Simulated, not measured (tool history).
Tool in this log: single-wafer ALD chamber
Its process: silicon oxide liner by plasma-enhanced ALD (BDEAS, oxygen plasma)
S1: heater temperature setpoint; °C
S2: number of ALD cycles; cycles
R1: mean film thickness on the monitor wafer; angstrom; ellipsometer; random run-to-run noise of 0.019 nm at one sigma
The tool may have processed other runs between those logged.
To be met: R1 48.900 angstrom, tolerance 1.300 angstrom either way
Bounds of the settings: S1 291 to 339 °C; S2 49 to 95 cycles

Run 1, hour 0.0: S1 315 °C, S2 72 cycles. Result: R1 63.416 angstrom.
Run 2, hour 8.7: S1 306 °C, S2 72 cycles. Result: R1 64.365 angstrom.
Run 3, hour 12.9: S1 307 °C, S2 68 cycles. Result: R1 60.752 angstrom.
Run 4, hour 18.1: S1 307 °C, S2 65 cycles. Result: R1 58.100 angstrom.
Run 5, hour 26.3: S1 315 °C, S2 65 cycles. Result: R1 57.372 angstrom.
Run 6, hour 34.9: S1 315 °C, S2 63 cycles. Result: R1 55.862 angstrom.
Run 7, hour 38.8: S1 315 °C, S2 61 cycles. Result: R1 53.509 angstrom.
Run 8, hour 40.8: S1 315 °C, S2 60 cycles. Result: R1 53.134 angstrom.

Of the 4 settings listed for the next run, only one would bring every result within its allowed miss of target. Which one?
Run A, hour 42.8: S1 313 °C, S2 58 cycles. Result: R1 ?.
Run B, hour 42.8: S1 311 °C, S2 59 cycles. Result: R1 ?.
Run C, hour 42.8: S1 320 °C, S2 56 cycles. Result: R1 ?.
Run D, hour 42.8: S1 307 °C, S2 59 cycles. Result: R1 ?.

move      R1
   A  50.956
   B  51.988
   C  48.688
   D  52.295
A: closes in on the targets versus the last run, not all within tolerance yet
B: closes in on the targets versus the last run, not all within tolerance yet
C: every result within its allowed miss
D: closes in on the targets versus the last run, not all within tolerance yet
Correct choice: C, which meets every target
